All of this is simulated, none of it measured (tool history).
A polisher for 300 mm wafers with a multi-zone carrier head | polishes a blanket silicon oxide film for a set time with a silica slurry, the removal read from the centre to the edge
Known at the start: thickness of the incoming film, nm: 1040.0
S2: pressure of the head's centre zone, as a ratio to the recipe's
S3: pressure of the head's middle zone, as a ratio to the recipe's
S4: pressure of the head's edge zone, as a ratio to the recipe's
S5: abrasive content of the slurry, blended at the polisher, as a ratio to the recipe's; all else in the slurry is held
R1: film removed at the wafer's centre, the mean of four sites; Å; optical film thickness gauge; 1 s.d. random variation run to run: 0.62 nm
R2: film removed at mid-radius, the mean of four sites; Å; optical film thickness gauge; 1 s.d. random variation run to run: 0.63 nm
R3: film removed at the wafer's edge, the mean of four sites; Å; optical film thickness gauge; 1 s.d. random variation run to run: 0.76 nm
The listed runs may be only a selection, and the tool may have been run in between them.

run 1 hour=0 | flow_of_slurry_(ml/min)=300 S2=1 S3=1 S4=1 S5=1 polishing_time_(s)=34 | R1=1388.7 R2=1403.8 R3=1361.6
run 2 hour=8.4 | flow_of_slurry_(ml/min)=300 S2=1 S3=1.07 S4=1 S5=1 polishing_time_(s)=34 | R1=1416.8 R2=1456.1 R3=1374.4
run 3 hour=9.5 | flow_of_slurry_(ml/min)=300 S2=1 S3=1.07 S4=0.93 S5=1 polishing_time_(s)=34 | R1=1412 R2=1492.2 R3=1310.6
run 4 hour=16.3 | flow_of_slurry_(ml/min)=295 S2=0.98 S3=1.05 S4=0.92 S5=0.95 polishing_time_(s)=33 | R1=1304 R2=1353.3 R3=1225.6
run 5 hour=21.3 | flow_of_slurry_(ml/min)=295 S2=0.98 S3=1.11 S4=0.92 S5=0.95 polishing_time_(s)=33 | R1=1294.8 R2=1417.6 R3=1216.4
run 6 hour=24 | flow_of_slurry_(ml/min)=295 S2=0.98 S3=1.19 S4=0.92 S5=0.95 polishing_time_(s)=33 | R1=1288.6 R2=1523.2 R3=1217.3
run 7 hour=30 | flow_of_slurry_(ml/min)=290 S2=0.96 S3=1.17 S4=0.91 S5=0.9 polishing_time_(s)=32 | R1=1183.9 R2=1395.7 R3=1134.7
run 8 hour=34.9 | flow_of_slurry_(ml/min)=285 S2=0.94 S3=1.16 S4=0.9 S5=0.85 polishing_time_(s)=32 | R1=1102.1 R2=1302.3 R3=1062.2
run 9 hour=37.5 | flow_of_slurry_(ml/min)=280 S2=0.92 S3=1.15 S4=0.9 S5=0.8 polishing_time_(s)=32 | R1=1013 R2=1242.7 R3=1001.6
run 10 hour=39.8 | flow_of_slurry_(ml/min)=270 S2=0.91 S3=1.13 S4=0.89 S5=0.8 polishing_time_(s)=32 | R1=1027.4 R2=1204.8 R3=990.37
run 11 hour=46.6 | flow_of_slurry_(ml/min)=270 S2=0.91 S3=1.13 S4=0.89 S5=0.8 polishing_time_(s)=32 | R1=1015.2 R2=1203.6 R3=1007

Run 12, settings as shown, results not yet in. Your forecast:
run 12 hour=48.3 | flow_of_slurry_(ml/min)=270 S2=0.9 S3=1.12 S4=0.89 S5=0.75 polishing_time_(s)=32 | R1=? R2=? R3=?

{"run 12": {"R1": 939.36, "R2": 1133.9, "R3": 943.02}}
